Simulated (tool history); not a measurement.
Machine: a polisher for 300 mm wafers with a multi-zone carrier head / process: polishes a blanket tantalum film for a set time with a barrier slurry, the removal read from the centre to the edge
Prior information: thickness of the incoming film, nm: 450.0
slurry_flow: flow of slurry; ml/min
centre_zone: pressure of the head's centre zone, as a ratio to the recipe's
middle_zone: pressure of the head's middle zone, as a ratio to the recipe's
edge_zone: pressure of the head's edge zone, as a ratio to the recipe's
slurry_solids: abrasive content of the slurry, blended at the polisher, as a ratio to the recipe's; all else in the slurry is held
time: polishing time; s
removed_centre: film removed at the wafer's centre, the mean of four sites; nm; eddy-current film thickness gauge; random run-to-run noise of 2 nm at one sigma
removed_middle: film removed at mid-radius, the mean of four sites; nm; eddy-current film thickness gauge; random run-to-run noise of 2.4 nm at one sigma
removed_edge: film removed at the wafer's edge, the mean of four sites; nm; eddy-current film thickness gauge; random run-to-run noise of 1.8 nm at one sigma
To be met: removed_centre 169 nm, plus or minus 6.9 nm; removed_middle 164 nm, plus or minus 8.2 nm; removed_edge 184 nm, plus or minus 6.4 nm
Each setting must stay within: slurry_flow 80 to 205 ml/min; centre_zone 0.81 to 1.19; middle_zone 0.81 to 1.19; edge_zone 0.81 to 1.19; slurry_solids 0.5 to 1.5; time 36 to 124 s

run,hour,slurry_flow,centre_zone,middle_zone,edge_zone,slurry_solids,time,removed_centre,removed_middle,removed_edge
1,0,135,1,1,1,1,79,112.73,121.34,118.32
2,2.9,135,1,1,1,1.05,79,118.18,119.28,117.47
3,4.2,135,0.98,1,1.02,1.1,83,121.11,128.54,126.85
4,10.6,135,0.98,1,1.06,1.1,83,120.86,128.87,129.95
5,19.6,135,0.92,1,1.06,1.1,83,117.03,130.36,130.48
6,25.9,135,0.88,1,1.06,1.1,83,109.94,125.6,128.49
7,30.5,135,0.89,0.99,1.07,1.15,85,113.92,131.49,137.93
8,31.2,140,0.92,0.98,1.08,1.2,86,121.71,130.77,140.44
9,39.9,140,0.92,0.98,1.08,1.2,86,123.07,136.87,139.27
10,42.2,135,0.93,0.96,1.09,1.25,89,126.2,134.5,148.31
11,43,135,0.93,0.96,1.09,1.25,89,127.94,140.02,147.82
12,47.3,140,0.94,0.95,1.1,1.3,90,132.29,140.88,149.75
13,49,140,0.95,0.94,1.11,1.35,92,139.11,144.95,159.72

Which of these 4 next moves meets every target?
A,50.7,145,0.81,0.96,1.07,1.35,101,?,?,?
B,50.7,145,0.87,1.13,1.02,1.25,93,?,?,?
C,50.7,115,1.02,0.93,1.12,1.5,108,?,?,?
D,50.7,120,0.81,1.19,1.13,1.35,87,?,?,?

move,removed_centre,removed_middle,removed_edge
A,130.9,162.17,172.41
B,127.34,164.39,151.98
C,169.44,163.87,185.56
D,107.27,155.41,147.49
A: the biggest miss grows against the last run
B: the biggest miss grows against the last run
C: hits every target within its allowed miss
D: the biggest miss grows against the last run
Move C is the one to make.
